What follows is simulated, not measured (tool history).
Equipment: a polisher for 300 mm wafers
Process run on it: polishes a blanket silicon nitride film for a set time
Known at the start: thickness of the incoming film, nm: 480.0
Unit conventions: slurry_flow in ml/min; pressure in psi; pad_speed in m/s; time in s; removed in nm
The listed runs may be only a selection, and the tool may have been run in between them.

{"run": 1, "hour": 0.0, "slurry_flow": 240, "pressure": 4.7, "pad_speed": 1.18, "time": 32, "removed": 73.834}
{"run": 2, "hour": 2.3, "slurry_flow": 200, "pressure": 4.7, "pad_speed": 1.18, "time": 32, "removed": 72.963}
{"run": 3, "hour": 6.4, "slurry_flow": 200, "pressure": 4.7, "pad_speed": 1.18, "time": 29, "removed": 66.155}
{"run": 4, "hour": 7.7, "slurry_flow": 200, "pressure": 4.7, "pad_speed": 1.32, "time": 29, "removed": 71.165}
{"run": 5, "hour": 14.0, "slurry_flow": 200, "pressure": 5.6, "pad_speed": 1.32, "time": 29, "removed": 81.904}
{"run": 6, "hour": 19.8, "slurry_flow": 200, "pressure": 5.6, "pad_speed": 1.54, "time": 29, "removed": 92.881}
{"run": 7, "hour": 26.9, "slurry_flow": 200, "pressure": 4.9, "pad_speed": 1.5, "time": 29, "removed": 80.23}

Expected results for the next run?
{"run": 8, "hour": 28.5, "slurry_flow": 200, "pressure": 4.5, "pad_speed": 1.48, "time": 29, "removed": "?"}

removed: 72.443 nm

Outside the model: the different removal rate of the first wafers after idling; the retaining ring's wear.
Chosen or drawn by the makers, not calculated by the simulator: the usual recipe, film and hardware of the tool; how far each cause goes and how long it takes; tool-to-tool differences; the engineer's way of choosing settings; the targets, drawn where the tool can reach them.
